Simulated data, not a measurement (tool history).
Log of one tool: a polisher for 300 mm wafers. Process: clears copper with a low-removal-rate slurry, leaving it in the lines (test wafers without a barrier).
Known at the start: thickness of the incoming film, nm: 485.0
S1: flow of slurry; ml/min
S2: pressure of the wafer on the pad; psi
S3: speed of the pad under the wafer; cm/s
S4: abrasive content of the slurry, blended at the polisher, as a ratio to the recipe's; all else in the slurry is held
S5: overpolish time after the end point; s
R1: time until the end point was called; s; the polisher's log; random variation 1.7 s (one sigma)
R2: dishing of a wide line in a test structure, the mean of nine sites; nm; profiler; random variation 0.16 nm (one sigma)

| run | hour | S1 | S2 | S3 | S4 | S5 | R1 | R2 |
|---|---|---|---|---|---|---|---|---|
| 1 | 0.0 | 300 | 2.6 | 142 | 1.00 | 24 | 109.880 | 48.611 |
| 2 | 7.2 | 300 | 2.3 | 138 | 1.00 | 21 | 127.850 | 40.395 |
| 3 | 8.0 | 300 | 2.3 | 138 | 1.00 | 28 | 131.210 | 47.805 |
| 4 | 13.4 | 300 | 2.3 | 164 | 1.00 | 28 | 109.910 | 52.638 |
| 5 | 22.1 | 300 | 2.7 | 164 | 1.00 | 28 | 94.789 | 58.989 |
| 6 | 23.7 | 285 | 2.4 | 158 | 0.90 | 24 | 113.280 | 46.895 |
| 7 | 28.0 | 265 | 2.2 | 156 | 0.80 | 21 | 131.020 | 40.805 |
| 8 | 35.7 | 265 | 2.2 | 156 | 0.80 | 21 | 130.110 | 41.366 |
| 9 | 36.8 | 305 | 2.0 | 142 | 0.95 | 18 | 147.110 | 33.694 |
| 10 | 41.0 | 305 | 2.0 | 142 | 0.95 | 18 | 146.220 | 33.263 |
| 11 | 44.1 | 340 | 1.8 | 136 | 1.05 | 16 | 161.680 | 27.573 |
| 12 | 52.8 | 365 | 1.7 | 134 | 1.15 | 14 | 167.710 | 23.991 |

Run 13 comes next. What will it give?
| 13 | 60.4 | 385 | 1.6 | 132 | 1.20 | 13 | ? | ? |

{"run 13": {"R1": 177.69, "R2": 21.972}}
